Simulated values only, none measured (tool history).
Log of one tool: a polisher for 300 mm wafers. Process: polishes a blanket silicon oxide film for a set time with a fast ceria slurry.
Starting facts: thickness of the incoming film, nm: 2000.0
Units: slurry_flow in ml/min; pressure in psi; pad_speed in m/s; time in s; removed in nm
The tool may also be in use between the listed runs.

run	hour	slurry_flow	pressure	pad_speed	time	removed
1	0	130	2.9	0.94	25	437.21
2	1.5	130	2.8	0.94	25	416.49
3	8.4	130	2.7	0.94	25	397.84
4	12.7	130	2.7	1.06	25	450.06
5	14.1	130	2.6	1.06	25	433.42
6	16.2	130	2.5	1.06	25	414.56
7	21.4	130	2.4	1.06	25	394.37
8	23.2	130	2.3	1.06	25	383.95

Run 9, settings as shown, results not yet in. Your forecast:
9	25.2	130	2.2	1.06	25	?

removed: 366.12 nm
